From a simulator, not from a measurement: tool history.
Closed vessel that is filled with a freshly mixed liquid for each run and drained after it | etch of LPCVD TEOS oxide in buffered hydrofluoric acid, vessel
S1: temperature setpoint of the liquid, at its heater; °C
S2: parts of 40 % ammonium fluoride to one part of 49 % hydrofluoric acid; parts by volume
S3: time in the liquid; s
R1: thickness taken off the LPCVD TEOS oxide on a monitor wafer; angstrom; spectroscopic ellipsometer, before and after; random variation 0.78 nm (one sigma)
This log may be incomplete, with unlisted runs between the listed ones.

Run 1, day 0: S1 21 °C, S2 10.5 parts by volume, S3 90 s. Result: R1 1223.2 angstrom.
Run 2, day 0.029: S1 23.5 °C, S2 10.5 parts by volume, S3 90 s. Result: R1 1401.5 angstrom.
Run 3, day 0.075: S1 23.5 °C, S2 10.5 parts by volume, S3 100 s. Result: R1 1544.1 angstrom.
Run 4, day 0.129: S1 23.5 °C, S2 9 parts by volume, S3 100 s. Result: R1 1727 angstrom.
Run 5, day 0.396: S1 22.5 °C, S2 10 parts by volume, S3 100 s. Result: R1 1546.2 angstrom.
Run 6, day 0.725: S1 20.5 °C, S2 10 parts by volume, S3 100 s. Result: R1 1384.6 angstrom.
Run 7, day 1.05: S1 20 °C, S2 10.5 parts by volume, S3 100 s. Result: R1 1296.2 angstrom.
Run 8, day 1.171: S1 19.5 °C, S2 11 parts by volume, S3 100 s. Result: R1 1194.4 angstrom.
Run 9, day 1.312: S1 19 °C, S2 11.5 parts by volume, S3 100 s. Result: R1 1110.4 angstrom.
Run 10, day 1.546: S1 18.5 °C, S2 12 parts by volume, S3 100 s. Result: R1 1032.5 angstrom.
Run 11, day 1.854: S1 18.5 °C, S2 12 parts by volume, S3 100 s. Result: R1 1035 angstrom.

The next listed run, before its measurement:
Run 12, day 2.054: S1 18 °C, S2 12 parts by volume, S3 100 s. Result: R1 ?.

{"run 12": {"R1": 1026}}
